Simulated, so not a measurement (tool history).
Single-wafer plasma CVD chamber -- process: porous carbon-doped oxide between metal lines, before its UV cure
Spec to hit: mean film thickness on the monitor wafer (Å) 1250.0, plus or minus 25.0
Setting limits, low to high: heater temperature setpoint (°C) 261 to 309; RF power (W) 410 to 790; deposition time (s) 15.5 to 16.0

run,hour,heater temperature setpoint (°C),RF power (W),deposition time (s),mean film thickness on the monitor wafer (Å)
1,0.0,285,600,15.5,1049.3
2,4.4,280,610,15.5,1092.0
3,6.4,280,655,15.5,1137.3
4,10.7,280,655,15.5,1143.7
5,13.3,290,655,15.5,1074.8
6,19.1,290,725,15.5,1142.4
7,22.4,287,730,15.5,1168.7
8,25.4,285,735,15.5,1184.7
9,28.6,283,740,15.5,1206.1
10,34.3,282,740,15.5,1214.6
11,38.4,282,740,15.5,1214.4

Consider the 5 candidate settings below. Which is the only one whose results all fall within their allowed miss of target?
A,42.5,298,745,16.0,?
B,42.5,290,725,16.0,?
C,42.5,284,770,15.8,?
D,42.5,287,725,15.9,?
E,42.5,289,740,15.5,?

move,mean film thickness on the monitor wafer (Å)
A,1141.6
B,1176.4
C,1250.9
D,1190.9
E,1162.3
A: its largest miss is bigger than the last run's
B: its largest miss is bigger than the last run's
C: hits every target within its allowed miss
D: its largest miss is bigger than the last run's
E: its largest miss is bigger than the last run's
C meets every target.

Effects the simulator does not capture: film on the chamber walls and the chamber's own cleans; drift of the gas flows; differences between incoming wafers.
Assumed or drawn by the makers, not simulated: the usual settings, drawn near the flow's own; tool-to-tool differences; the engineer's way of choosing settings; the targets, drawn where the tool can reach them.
